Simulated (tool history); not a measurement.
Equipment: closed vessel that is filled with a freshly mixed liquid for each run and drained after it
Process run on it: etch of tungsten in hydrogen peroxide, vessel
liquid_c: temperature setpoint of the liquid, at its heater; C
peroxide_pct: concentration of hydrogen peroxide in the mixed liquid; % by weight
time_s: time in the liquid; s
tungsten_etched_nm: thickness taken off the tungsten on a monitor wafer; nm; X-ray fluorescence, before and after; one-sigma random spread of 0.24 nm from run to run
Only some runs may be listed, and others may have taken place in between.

Run 1, day 0.000: liquid_c 47.0 C, peroxide_pct 15.5 % by weight, time_s 30 s. Result: tungsten_etched_nm 39.963 nm.
Run 2, day 0.100: liquid_c 48.5 C, peroxide_pct 15.5 % by weight, time_s 30 s. Result: tungsten_etched_nm 43.644 nm.
Run 3, day 0.375: liquid_c 45.5 C, peroxide_pct 15.5 % by weight, time_s 30 s. Result: tungsten_etched_nm 36.378 nm.
Run 4, day 0.738: liquid_c 45.5 C, peroxide_pct 17.0 % by weight, time_s 30 s. Result: tungsten_etched_nm 38.018 nm.
Run 5, day 0.933: liquid_c 47.0 C, peroxide_pct 17.0 % by weight, time_s 30 s. Result: tungsten_etched_nm 41.736 nm.
Run 6, day 1.121: liquid_c 40.5 C, peroxide_pct 17.0 % by weight, time_s 30 s. Result: tungsten_etched_nm 27.763 nm.
Run 7, day 1.329: liquid_c 42.5 C, peroxide_pct 17.0 % by weight, time_s 30 s. Result: tungsten_etched_nm 31.295 nm.
Run 8, day 1.367: liquid_c 44.5 C, peroxide_pct 17.0 % by weight, time_s 30 s. Result: tungsten_etched_nm 35.701 nm.
At day 1.588: new drum of peroxide connected.
Run 9, day 1.588: liquid_c 46.0 C, peroxide_pct 17.0 % by weight, time_s 30 s. Result: tungsten_etched_nm 39.741 nm.

The next listed run, before its measurement:
Run 10, day 1.612: liquid_c 47.5 C, peroxide_pct 17.0 % by weight, time_s 30 s. Result: tungsten_etched_nm ?.

{"run 10": {"tungsten_etched_nm": 43.722}}

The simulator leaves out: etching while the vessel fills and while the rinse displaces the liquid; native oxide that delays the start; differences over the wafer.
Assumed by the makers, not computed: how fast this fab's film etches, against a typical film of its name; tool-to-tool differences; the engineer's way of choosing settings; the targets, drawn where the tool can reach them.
